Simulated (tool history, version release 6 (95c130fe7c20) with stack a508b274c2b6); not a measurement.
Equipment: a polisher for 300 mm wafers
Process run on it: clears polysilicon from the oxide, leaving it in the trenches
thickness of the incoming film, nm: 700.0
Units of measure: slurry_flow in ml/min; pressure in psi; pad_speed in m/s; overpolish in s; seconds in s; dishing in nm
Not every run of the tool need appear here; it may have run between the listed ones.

run	hour	slurry_flow	pressure	pad_speed	overpolish	seconds	dishing
1	0	170	1.8	1.02	13	66.803	40.714
2	2.3	170	1.8	0.84	13	75.648	41.774
3	9.8	170	1.8	0.84	16	76.336	41.297
4	17.8	150	1.5	0.9	13	92.212	39.927
5	26.6	150	1.9	0.9	13	70.893	40.477
6	28.6	150	1.9	0.9	9	68.792	38.77
7	36.7	150	1.9	0.9	9	69.999	36.613
8	38.2	135	1.9	0.78	8	81.067	34.024
9	42.9	125	1.9	0.7	7	88.96	31.612
10	43.7	125	1.9	0.7	7	87.971	32.242

Run 11, settings as shown, results not yet in. Your forecast:
11	44.8	120	1.9	0.64	6	?	?

{"run 11": {"seconds": 94.069, "dishing": 29.294}}

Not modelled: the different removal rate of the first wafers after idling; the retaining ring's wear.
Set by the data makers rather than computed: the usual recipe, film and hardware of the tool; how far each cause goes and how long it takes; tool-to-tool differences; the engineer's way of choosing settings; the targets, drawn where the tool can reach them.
